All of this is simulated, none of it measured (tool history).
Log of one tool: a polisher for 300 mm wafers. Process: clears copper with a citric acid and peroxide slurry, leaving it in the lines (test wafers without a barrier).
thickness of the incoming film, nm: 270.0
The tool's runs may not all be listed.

| run | hour | flow of slurry (ml/min) | pressure of the wafer on the pad (psi) | speed of the pad under the wafer (m/s) | abrasive content of the slurry | overpolish time after the end point (s) | time until the end point was called (s) | dishing of a wide line in a test structure (nm) |
|---|---|---|---|---|---|---|---|---|
| 1 | 0 | 205 | 2.1 | 1.32 | 1 | 24 | 165.33 | 24.542 |
| 2 | 2.6 | 210 | 2.2 | 1.32 | 1 | 23 | 157.25 | 25.481 |
| 3 | 3.6 | 160 | 2.2 | 1.32 | 1 | 23 | 165.73 | 24.999 |
| 4 | 7.1 | 175 | 2.3 | 1.32 | 1 | 22 | 156.66 | 25.287 |
| 5 | 9.7 | 175 | 1.8 | 1.32 | 1 | 22 | 199.35 | 19.244 |
| 6 | 18.3 | 190 | 2 | 1.32 | 1 | 21 | 178.14 | 21.154 |

Run 7 comes next. What will it give?
| 7 | 24.7 | 235 | 2.6 | 1.34 | 1 | 18 | ? | ? |

Run 7 gave time until the end point was called (s) 131.06, dishing of a wide line in a test structure (nm) 23.666.
